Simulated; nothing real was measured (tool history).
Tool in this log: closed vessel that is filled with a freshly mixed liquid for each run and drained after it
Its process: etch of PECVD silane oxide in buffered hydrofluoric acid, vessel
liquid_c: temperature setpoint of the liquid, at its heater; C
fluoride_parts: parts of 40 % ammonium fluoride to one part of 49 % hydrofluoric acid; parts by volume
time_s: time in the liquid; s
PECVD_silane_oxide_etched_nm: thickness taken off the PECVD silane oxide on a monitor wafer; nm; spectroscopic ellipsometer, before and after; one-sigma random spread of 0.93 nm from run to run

run	hour	liquid_c	fluoride_parts	time_s	PECVD_silane_oxide_etched_nm
1	0	21	19	85	125.22
2	1.6	21	19	85	125.99
3	3	21	19	85	125.38
4	8.4	18.5	19	85	108.81
# hour 13.1: thermometer replaced
5	13.1	18.5	19	85	94.835
6	15.4	18.5	19	95	105.1
7	17.8	22.5	14	95	179.8
8	26.4	23	14	95	183.9

Run 9 has not been measured yet. What should we expect?
9	34.8	23.5	14	95	?

PECVD_silane_oxide_etched_nm: 190.1 nm
